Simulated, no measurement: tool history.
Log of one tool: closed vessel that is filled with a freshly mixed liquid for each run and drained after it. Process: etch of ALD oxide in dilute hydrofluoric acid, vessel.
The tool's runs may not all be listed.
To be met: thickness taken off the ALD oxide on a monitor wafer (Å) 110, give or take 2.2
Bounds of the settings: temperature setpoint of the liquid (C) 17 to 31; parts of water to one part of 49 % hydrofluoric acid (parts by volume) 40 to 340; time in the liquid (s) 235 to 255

run	hour	temperature setpoint of the liquid (C)	parts of water to one part of 49 % hydrofluoric acid (parts by volume)	time in the liquid (s)	thickness taken off the ALD oxide on a monitor wafer (Å)
1	0	23	190	235	195.43
2	4.6	21.5	205	235	168.64
3	7.9	21.5	245	235	134.82
4	9.5	20.5	245	235	130.46
5	16.1	22	245	235	137.77
6	19.6	18.5	245	235	121.26
7	21.7	18	245	235	119.13
8	29.5	17.5	250	235	113.31

5 candidate next runs follow, results not yet known. Just one meets every target within its allowed miss. Identify it.
A	37.3	18	270	245	?
B	37.3	17	245	245	?
C	37.3	21.5	275	235	?
D	37.3	17.5	260	255	?
E	37.3	20.5	285	255	?

move	thickness taken off the ALD oxide on a monitor wafer (Å)
A	109.35
B	118.53
C	116.76
D	116.98
E	116.78
A: every result lands within tolerance
B: misses by more than the last run did
C: misses by more than the last run did
D: misses by more than the last run did
E: misses by more than the last run did
The move that meets every target is A.

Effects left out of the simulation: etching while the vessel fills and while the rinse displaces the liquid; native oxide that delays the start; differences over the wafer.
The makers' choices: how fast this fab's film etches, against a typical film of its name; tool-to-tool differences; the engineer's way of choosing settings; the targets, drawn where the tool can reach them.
